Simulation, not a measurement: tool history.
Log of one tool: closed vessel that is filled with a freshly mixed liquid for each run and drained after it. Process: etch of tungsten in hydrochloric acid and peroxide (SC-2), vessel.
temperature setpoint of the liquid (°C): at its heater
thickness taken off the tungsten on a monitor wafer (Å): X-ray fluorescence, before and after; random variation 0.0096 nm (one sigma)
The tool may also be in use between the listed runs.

| run | hour | temperature setpoint of the liquid (°C) | parts of water to one part each of 37 % hydrochloric acid and 30 % peroxide (parts by volume) | time in the liquid (s) | thickness taken off the tungsten on a monitor wafer (Å) |
|---|---|---|---|---|---|
| 1 | 0 | 51 | 10.5 | 30 | 65.909 |
| 2 | 6.1 | 48.5 | 10.5 | 30 | 55.61 |
| 3 | 13.3 | 48.5 | 7 | 30 | 77.657 |
| 4 | 14.8 | 48.5 | 7 | 30 | 77.349 |
| 5 | 17.2 | 45.5 | 7 | 30 | 63.372 |
| 6 | 24 | 43.5 | 7 | 30 | 55.249 |
| 7 | 24.9 | 42 | 7 | 30 | 49.872 |

Forecast run 8:
| 8 | 32.1 | 35 | 7 | 30 | ? |

Run 8 gave thickness taken off the tungsten on a monitor wafer (Å) 30.175.

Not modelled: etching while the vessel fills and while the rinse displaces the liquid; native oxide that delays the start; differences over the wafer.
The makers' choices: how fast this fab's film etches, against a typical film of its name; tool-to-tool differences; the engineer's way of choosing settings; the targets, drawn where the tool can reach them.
